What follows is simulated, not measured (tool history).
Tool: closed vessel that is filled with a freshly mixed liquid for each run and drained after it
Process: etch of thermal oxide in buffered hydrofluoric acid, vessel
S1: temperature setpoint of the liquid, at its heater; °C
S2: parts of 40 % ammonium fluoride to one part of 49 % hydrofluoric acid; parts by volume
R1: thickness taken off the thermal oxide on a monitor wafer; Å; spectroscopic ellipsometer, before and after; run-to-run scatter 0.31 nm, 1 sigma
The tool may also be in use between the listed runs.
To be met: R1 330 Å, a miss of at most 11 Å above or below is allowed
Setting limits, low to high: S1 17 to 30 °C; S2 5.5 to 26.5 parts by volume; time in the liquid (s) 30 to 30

{"run": 1, "hour": 0.0, "S1": 22, "S2": 16, "time in the liquid (s)": 30, "R1": 155.59}
{"run": 2, "hour": 3.5, "S1": 25, "S2": 16, "time in the liquid (s)": 30, "R1": 186.28}
{"run": 3, "hour": 9.7, "S1": 26.5, "S2": 15, "time in the liquid (s)": 30, "R1": 214.55}
{"run": 4, "hour": 12.7, "S1": 27.5, "S2": 14, "time in the liquid (s)": 30, "R1": 241.24}
{"run": 5, "hour": 21.6, "S1": 28, "S2": 13.5, "time in the liquid (s)": 30, "R1": 256.86}
{"run": 6, "hour": 30.0, "S1": 28, "S2": 13.5, "time in the liquid (s)": 30, "R1": 257.41}
{"run": 7, "hour": 30.5, "S1": 28.5, "S2": 13, "time in the liquid (s)": 30, "R1": 272.39}
{"run": 8, "hour": 34.3, "S1": 30, "S2": 11, "time in the liquid (s)": 30, "R1": 345.85}
{"run": 9, "hour": 38.1, "S1": 30, "S2": 11, "time in the liquid (s)": 30, "R1": 343.74}

Pick the move, out of 4, that brings all results within their allowed miss; only one does.
{"run": "A", "hour": 41.9, "S1": 27, "S2": 9, "time in the liquid (s)": 30, "R1": "?"}
{"run": "B", "hour": 41.9, "S1": 30, "S2": 10.5, "time in the liquid (s)": 30, "R1": "?"}
{"run": "C", "hour": 41.9, "S1": 29.5, "S2": 10, "time in the liquid (s)": 30, "R1": "?"}
{"run": "D", "hour": 41.9, "S1": 24, "S2": 8, "time in the liquid (s)": 30, "R1": "?"}

move=A R1=358.6
move=B R1=361.77
move=C R1=369.55
move=D R1=330
A: lands further from the targets than the last run did
B: lands further from the targets than the last run did
C: lands further from the targets than the last run did
D: every result within its allowed miss
The right move is D.
